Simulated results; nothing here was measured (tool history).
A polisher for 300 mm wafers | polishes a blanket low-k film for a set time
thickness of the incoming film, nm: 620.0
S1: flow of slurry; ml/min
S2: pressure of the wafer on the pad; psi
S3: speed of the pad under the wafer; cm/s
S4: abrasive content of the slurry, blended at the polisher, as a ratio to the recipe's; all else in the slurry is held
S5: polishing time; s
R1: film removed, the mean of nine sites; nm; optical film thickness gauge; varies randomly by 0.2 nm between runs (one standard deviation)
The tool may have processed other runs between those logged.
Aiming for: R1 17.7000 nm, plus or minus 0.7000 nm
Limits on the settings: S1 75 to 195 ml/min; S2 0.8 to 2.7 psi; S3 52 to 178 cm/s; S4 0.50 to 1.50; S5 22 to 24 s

run	day	S1	S2	S3	S4	S5	R1
1	0.000	125	1.7	114	1.00	24	10.2510
2	0.292	125	1.7	98	1.00	24	9.3996
3	0.421	125	1.7	122	1.00	24	10.9440
4	0.488	125	1.4	122	1.00	24	8.9165
5	0.546	125	1.4	122	0.90	24	8.3667
6	0.633	95	1.4	122	0.90	24	8.1257
7	0.683	100	1.7	124	0.90	24	10.1430
8	0.812	105	1.9	124	0.90	24	11.2690
9	0.892	110	2.1	124	0.90	24	12.6470
10	1.133	135	2.6	126	0.90	24	15.9850
11	1.229	135	2.6	128	0.90	24	16.6040

Next run, 4 choices. One meets every target within its allowed miss, the rest don't. Which?
A	1.325	170	2.1	140	1.25	23	?
B	1.325	130	2.5	124	1.00	24	?
C	1.325	150	2.7	136	0.95	23	?
D	1.325	150	2.7	144	0.90	24	?

move	R1
A	16.2890
B	15.9250
C	17.6170
D	18.6830
A: the biggest miss grows against the last run
B: the biggest miss grows against the last run
C: all results land within tolerance of their targets
D: pushes the last run's worst result past its target
The right move is C.
